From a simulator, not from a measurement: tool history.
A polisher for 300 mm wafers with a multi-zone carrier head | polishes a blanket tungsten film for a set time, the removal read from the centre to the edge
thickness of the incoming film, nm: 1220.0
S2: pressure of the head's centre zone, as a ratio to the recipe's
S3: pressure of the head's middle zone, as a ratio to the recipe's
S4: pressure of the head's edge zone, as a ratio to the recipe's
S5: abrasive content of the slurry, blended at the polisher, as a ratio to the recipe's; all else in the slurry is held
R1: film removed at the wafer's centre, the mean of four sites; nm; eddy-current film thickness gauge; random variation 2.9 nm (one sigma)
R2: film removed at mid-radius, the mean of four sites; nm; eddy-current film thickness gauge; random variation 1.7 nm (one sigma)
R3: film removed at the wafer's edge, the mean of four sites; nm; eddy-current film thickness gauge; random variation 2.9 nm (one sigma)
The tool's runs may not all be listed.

run 1 hour=0 | flow_of_slurry_(ml/min)=315 S2=1 S3=1 S4=1 S5=1 polishing_time_(s)=48 | R1=212.31 R2=209.39 R3=209.34
run 2 hour=5.1 | flow_of_slurry_(ml/min)=350 S2=1 S3=1 S4=1 S5=1 polishing_time_(s)=48 | R1=218.16 R2=213.62 R3=218.18
run 3 hour=12.5 | flow_of_slurry_(ml/min)=350 S2=0.92 S3=1 S4=1 S5=1 polishing_time_(s)=48 | R1=199.47 R2=209.57 R3=212.24
run 4 hour=19.9 | flow_of_slurry_(ml/min)=350 S2=0.92 S3=1 S4=1 S5=1 polishing_time_(s)=38 | R1=155.7 R2=169.2 R3=168.79
run 5 hour=23 | flow_of_slurry_(ml/min)=365 S2=0.94 S3=1.02 S4=1.03 S5=1.05 polishing_time_(s)=40 | R1=171.23 R2=181.42 R3=183.1
run 6 hour=29.6 | flow_of_slurry_(ml/min)=365 S2=0.94 S3=1.02 S4=1.03 S5=1.05 polishing_time_(s)=34 | R1=148.08 R2=155.06 R3=155.46
run 7 hour=31.3 | flow_of_slurry_(ml/min)=370 S2=1.04 S3=1.09 S4=1.13 S5=1.3 polishing_time_(s)=48 | R1=240.88 R2=241.68 R3=241.75
run 8 hour=32 | flow_of_slurry_(ml/min)=370 S2=1.04 S3=1.09 S4=1.14 S5=1.35 polishing_time_(s)=49 | R1=242.92 R2=247.7 R3=244.94
run 9 hour=37.5 | flow_of_slurry_(ml/min)=370 S2=1.04 S3=1.09 S4=1.15 S5=1.35 polishing_time_(s)=50 | R1=245.31 R2=256.29 R3=256.38
run 10 hour=46.3 | flow_of_slurry_(ml/min)=375 S2=1.04 S3=1.09 S4=1.16 S5=1.35 polishing_time_(s)=50 | R1=244.19 R2=254.78 R3=257.35

Run 11 comes next. What will it give?
run 11 hour=55.2 | flow_of_slurry_(ml/min)=380 S2=1.04 S3=1.09 S4=1.16 S5=1.35 polishing_time_(s)=50 | R1=? R2=? R3=?

{"run 11": {"R1": 248.89, "R2": 253.88, "R3": 257.94}}

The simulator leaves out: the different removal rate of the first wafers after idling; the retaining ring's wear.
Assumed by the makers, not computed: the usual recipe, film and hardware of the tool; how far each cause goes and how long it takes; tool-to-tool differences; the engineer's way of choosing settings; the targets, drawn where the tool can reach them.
